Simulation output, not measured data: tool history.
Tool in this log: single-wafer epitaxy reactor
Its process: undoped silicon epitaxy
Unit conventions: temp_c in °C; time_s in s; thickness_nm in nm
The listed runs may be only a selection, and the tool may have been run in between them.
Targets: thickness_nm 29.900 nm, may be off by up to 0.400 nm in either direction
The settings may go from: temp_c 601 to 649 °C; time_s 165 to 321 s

run 1 hour=0.0 | temp_c=625 time_s=243 | thickness_nm=19.388
run 2 hour=2.9 | temp_c=625 time_s=264 | thickness_nm=21.062
run 3 hour=5.8 | temp_c=627 time_s=264 | thickness_nm=21.913
run 4 hour=10.5 | temp_c=629 time_s=264 | thickness_nm=22.791
run 5 hour=17.3 | temp_c=639 time_s=264 | thickness_nm=28.188
run 6 hour=19.0 | temp_c=639 time_s=240 | thickness_nm=25.528
-- hour=25.5 pyrometer calibrated
run 7 hour=25.5 | temp_c=640 time_s=240 | thickness_nm=28.681
run 8 hour=26.7 | temp_c=641 time_s=240 | thickness_nm=29.307
run 9 hour=29.5 | temp_c=641 time_s=240 | thickness_nm=29.449

Which of these 4 next moves meets every target?
run A hour=32.3 | temp_c=643 time_s=244 | thickness_nm=?
run B hour=32.3 | temp_c=641 time_s=243 | thickness_nm=?
run C hour=32.3 | temp_c=643 time_s=241 | thickness_nm=?
run D hour=32.3 | temp_c=640 time_s=241 | thickness_nm=?

move=A thickness_nm=31.154
move=B thickness_nm=29.811
move=C thickness_nm=30.771
move=D thickness_nm=28.980
A: carries the result that was furthest off beyond its target, to the other side
B: every result within its allowed miss
C: carries the result that was furthest off beyond its target, to the other side
D: lands further from the targets than the last run did
B meets every target.

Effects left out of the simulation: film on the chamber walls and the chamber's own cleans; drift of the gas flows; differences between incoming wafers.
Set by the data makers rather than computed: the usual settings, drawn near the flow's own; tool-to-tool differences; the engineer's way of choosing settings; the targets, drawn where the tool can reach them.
